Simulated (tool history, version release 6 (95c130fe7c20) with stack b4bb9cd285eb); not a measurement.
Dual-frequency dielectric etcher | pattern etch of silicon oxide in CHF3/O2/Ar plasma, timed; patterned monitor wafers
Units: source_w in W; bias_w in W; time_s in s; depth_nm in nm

run 1 hour=0 | source_w=750 bias_w=173 time_s=666.5 | depth_nm=1244
run 2 hour=1.4 | source_w=690 bias_w=169 time_s=666.5 | depth_nm=1204.6
run 3 hour=8.1 | source_w=640 bias_w=164 time_s=666.5 | depth_nm=1167.8
run 4 hour=10.9 | source_w=640 bias_w=164 time_s=666.5 | depth_nm=1162.2
run 5 hour=19 | source_w=560 bias_w=164 time_s=666.5 | depth_nm=1130.9
run 6 hour=22.6 | source_w=560 bias_w=164 time_s=666.5 | depth_nm=1124.3

The next listed run, before its measurement:
run 7 hour=25.1 | source_w=560 bias_w=164 time_s=666.5 | depth_nm=?

Run 7 gave depth_nm 1125.1 nm.
